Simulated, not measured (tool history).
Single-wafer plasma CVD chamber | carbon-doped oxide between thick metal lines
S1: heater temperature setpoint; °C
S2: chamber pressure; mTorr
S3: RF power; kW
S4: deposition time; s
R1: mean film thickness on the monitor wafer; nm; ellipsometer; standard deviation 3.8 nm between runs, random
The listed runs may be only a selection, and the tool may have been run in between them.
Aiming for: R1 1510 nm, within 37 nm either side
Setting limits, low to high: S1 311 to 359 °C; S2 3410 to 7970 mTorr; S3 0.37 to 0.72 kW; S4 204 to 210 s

run    day   S1    S2     S3   S4      R1
  1      0  335  5690  0.545  204  1257.8
  2  0.275  334  5850  0.565  205  1310.2
  3  0.567  334  5500  0.565  205    1297
  4  0.642  334  5000  0.565  205  1276.2
  5  0.725  334  4390  0.565  205  1250.6
  6  0.808  334  5130  0.565  205  1285.1
  7  0.862  333  5380   0.58  205  1320.8
  8  1.204  332  5600   0.59  205    1349
  9  1.512  332  5600   0.59  205  1357.9
 10    1.7  330  5770  0.595  205  1376.4
 11  2.054  329  5930    0.6  205  1394.5
 12  2.108  328  6070  0.605  205  1409.1

Which single option among these 4 for the next run brings every result within its allowed miss of target? Just one does.
  A  2.162  324  5990   0.61  204   ?
  B  2.162  313  6630   0.58  204   ?
  C  2.162  326  6110   0.63  210   ?
  D  2.162  331  5920  0.635  204   ?

move      R1
   A    1428
   B  1438.9
   C  1500.4
   D  1439.7
A: better than the last run, though not everything is in spec
B: better than the last run, though not everything is in spec
C: in spec on every target
D: better than the last run, though not everything is in spec
Answer: C
